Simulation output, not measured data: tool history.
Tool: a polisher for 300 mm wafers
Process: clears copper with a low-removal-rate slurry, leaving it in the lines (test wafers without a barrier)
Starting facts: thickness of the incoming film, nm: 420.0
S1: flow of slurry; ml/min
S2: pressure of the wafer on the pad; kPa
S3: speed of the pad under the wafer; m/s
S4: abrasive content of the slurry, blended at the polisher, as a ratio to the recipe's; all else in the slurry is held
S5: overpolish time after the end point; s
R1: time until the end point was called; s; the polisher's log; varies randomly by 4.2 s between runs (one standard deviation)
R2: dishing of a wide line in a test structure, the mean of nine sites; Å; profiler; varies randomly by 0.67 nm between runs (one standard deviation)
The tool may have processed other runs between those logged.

run    day   S1    S2    S3    S4  S5      R1      R2
  1  0.000  235  17.2  1.12  1.00  28  161.11  449.50
  2  0.275  235  15.9  1.12  1.00  30  174.55  443.23
  3  0.496  235  15.9  1.12  0.90  30  176.80  421.73
  4  0.733  275  15.9  1.12  0.90  30  174.83  426.11
  5  1.033  275  14.5  1.10  0.95  32  190.43  424.91
  6  1.104  300  14.5  1.10  0.95  32  186.17  427.31

Predict the results of run 7:
  7  1.325  300  13.8  1.10  0.95  33   ?   ?

Run 7 came out at R1 194.95 s, R2 417.33 Å.
